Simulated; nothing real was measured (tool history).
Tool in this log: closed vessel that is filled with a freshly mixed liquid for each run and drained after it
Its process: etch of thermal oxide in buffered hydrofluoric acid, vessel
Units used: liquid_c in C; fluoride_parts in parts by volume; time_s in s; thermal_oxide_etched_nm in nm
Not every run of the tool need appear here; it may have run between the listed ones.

run    day  liquid_c  fluoride_parts  time_s  thermal_oxide_etched_nm
  1  0.000      21.0            20.5      90                   53.259
  2  0.325      21.0            23.5      90                   48.010
  3  0.633      18.0            23.5      90                   41.358
  4  0.725      20.0            23.5      90                   46.125
     0.779  -- thermometer replaced
  5  0.779      21.5            23.5      90                   44.746
  6  0.904      22.0            22.0      90                   48.472
  7  1.258      26.0            21.5      90                   60.987
  8  1.617      26.5            21.5      90                   63.347

Predict the results of run 9:
  9  1.658      27.0            21.5      90                        ?

{"run 9": {"thermal_oxide_etched_nm": 64.315}}
